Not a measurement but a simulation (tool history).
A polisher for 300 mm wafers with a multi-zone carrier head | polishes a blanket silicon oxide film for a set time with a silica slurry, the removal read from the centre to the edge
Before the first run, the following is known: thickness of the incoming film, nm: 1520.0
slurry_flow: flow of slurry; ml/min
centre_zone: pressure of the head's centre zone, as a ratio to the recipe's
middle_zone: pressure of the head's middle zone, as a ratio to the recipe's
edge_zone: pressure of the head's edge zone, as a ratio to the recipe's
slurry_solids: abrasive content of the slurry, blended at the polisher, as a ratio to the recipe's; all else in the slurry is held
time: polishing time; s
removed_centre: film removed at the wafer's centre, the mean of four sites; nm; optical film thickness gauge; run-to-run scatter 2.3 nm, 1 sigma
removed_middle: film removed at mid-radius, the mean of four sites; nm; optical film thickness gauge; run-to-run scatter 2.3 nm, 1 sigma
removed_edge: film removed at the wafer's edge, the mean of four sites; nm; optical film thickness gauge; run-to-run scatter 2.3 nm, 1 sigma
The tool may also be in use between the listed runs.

run  hour  slurry_flow  centre_zone  middle_zone  edge_zone  slurry_solids  time  removed_centre  removed_middle  removed_edge
  1   0.0          280         1.00         1.00       1.00           1.00    65          193.72          203.75        197.11
  2   5.3          285         0.99         1.02       1.05           1.15    68          213.83          230.42        225.82
  3   9.9          285         0.99         1.02       1.05           1.15    52          165.06          176.45        175.59
  4  10.6          285         0.99         1.02       1.11           1.15    52          165.80          174.81        178.85
  5  12.6          290         0.98         1.04       1.13           1.25    59          191.16          215.20        212.59
  6  17.4          295         0.98         1.03       1.15           1.35    63          212.31          232.81        237.25
  7  24.8          300         0.97         1.04       1.16           1.40    66          227.21          248.70        249.38
  8  29.9          280         0.95         1.04       1.17           1.45    70          238.39          264.32        270.55
  9  34.8          295         0.94         1.05       1.18           1.45    72          238.38          281.35        280.06
 10  36.8          310         0.94         1.05       1.18           1.45    73          247.21          280.46        286.13
 11  43.5          320         0.94         1.06       1.18           1.45    74          246.29          289.86        292.21

Expected results for the next run?
 12  48.4          335         0.95         1.07       1.18           1.45    74               ?               ?             ?

Run 12 measured removed_centre 251.99 nm, removed_middle 290.77 nm, removed_edge 292.70 nm.

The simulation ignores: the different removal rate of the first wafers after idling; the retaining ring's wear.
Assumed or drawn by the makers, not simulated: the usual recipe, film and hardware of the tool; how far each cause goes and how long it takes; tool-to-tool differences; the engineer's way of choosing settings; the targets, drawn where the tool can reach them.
